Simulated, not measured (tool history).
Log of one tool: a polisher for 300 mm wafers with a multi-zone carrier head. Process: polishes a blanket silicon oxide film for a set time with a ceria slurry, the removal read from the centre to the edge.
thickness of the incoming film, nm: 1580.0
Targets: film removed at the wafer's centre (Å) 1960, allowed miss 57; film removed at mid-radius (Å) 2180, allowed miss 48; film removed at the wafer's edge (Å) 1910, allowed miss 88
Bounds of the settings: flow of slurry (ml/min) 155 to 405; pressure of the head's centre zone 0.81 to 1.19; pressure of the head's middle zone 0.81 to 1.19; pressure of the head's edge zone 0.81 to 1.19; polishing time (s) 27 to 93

run  hour  flow of slurry (ml/min)  pressure of the head's centre zone  pressure of the head's middle zone  pressure of the head's edge zone  polishing time (s)  film removed at the wafer's centre (Å)  film removed at mid-radius (Å)  film removed at the wafer's edge (Å)
  1     0                      260                                   1                                   1                                 1                  59                                  1577.7                          1548.4                                1564.8
  2   7.8                      260                                   1                                   1                                 1                  48                                    1300                            1275                                1272.5
  3  13.4                      280                                1.01                                1.06                              1.02                  54                                  1484.8                          1513.1                                  1470
  4  17.2                      300                                1.02                                 1.1                              1.01                  58                                  1586.8                          1696.4                                1575.1
  5  21.1                      300                                1.02                                1.05                              1.01                  58                                  1603.6                          1622.7                                1598.8
  6  26.6                      315                                1.04                                1.09                              1.01                  61                                  1746.8                          1757.3                                1722.1
  7  33.9                      315                                1.04                                1.12                                 1                  63                                  1783.1                          1861.8                                1719.6
  8  42.7                      315                                1.04                                1.12                                 1                  63                                  1831.9                          1837.2                                1704.2
  9    47                      325                                1.03                                1.14                              1.01                  65                                  1832.9                          1937.1                                  1763
 10  50.4                      355                                1.05                                1.19                              1.04                  70                                  2065.6                          2176.1                                1987.5
 11  56.8                      345                                1.04                                1.19                              1.03                  70                                    2008                          2154.7                                1925.1

Which of these 4 next moves meets every target?
  A  63.2                      325                                1.05                                1.19                              0.97                  71                                       ?                               ?                                     ?
  B  63.2                      395                                   1                                1.15                              1.01                  69                                       ?                               ?                                     ?
  C  63.2                      355                                1.01                                1.19                              1.01                  70                                       ?                               ?                                     ?
  D  63.2                      365                                0.95                                1.19                              1.08                  70                                       ?                               ?                                     ?

move  film removed at the wafer's centre (Å)  film removed at mid-radius (Å)  film removed at the wafer's edge (Å)
   A                                  2056.2                          2181.3                                1890.1
   B                                  1935.9                          2102.1                                1896.9
   C                                  1965.9                          2167.3                                1911.2
   D                                  1852.9                          2172.7                                1978.9
A: further off than the last run
B: brings the result that was furthest off to its target, and leaves another outside
C: meets every target
D: takes the result that was furthest off past its target
Answer: C
